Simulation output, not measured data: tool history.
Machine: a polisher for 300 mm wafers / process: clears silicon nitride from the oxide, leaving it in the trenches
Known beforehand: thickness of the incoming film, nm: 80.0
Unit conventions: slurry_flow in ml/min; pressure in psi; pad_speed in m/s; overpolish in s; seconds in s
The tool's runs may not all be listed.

| run | hour | slurry_flow | pressure | pad_speed | overpolish | seconds |
|---|---|---|---|---|---|---|
| 1 | 0 | 270 | 2 | 0.96 | 35 | 115.83 |
| 2 | 3 | 270 | 2.2 | 0.96 | 35 | 106.16 |
| 3 | 8.4 | 205 | 2.2 | 0.96 | 35 | 106.4 |
| 4 | 12.6 | 205 | 2.2 | 1.2 | 35 | 86.451 |
| 5 | 13.6 | 160 | 2.2 | 1.2 | 35 | 88.017 |
| 6 | 20.2 | 160 | 1.9 | 1.2 | 35 | 101.05 |

Run 7 has not been measured yet. What should we expect?
| 7 | 22.6 | 160 | 2 | 1.2 | 35 | ? |

seconds: 96.149 s
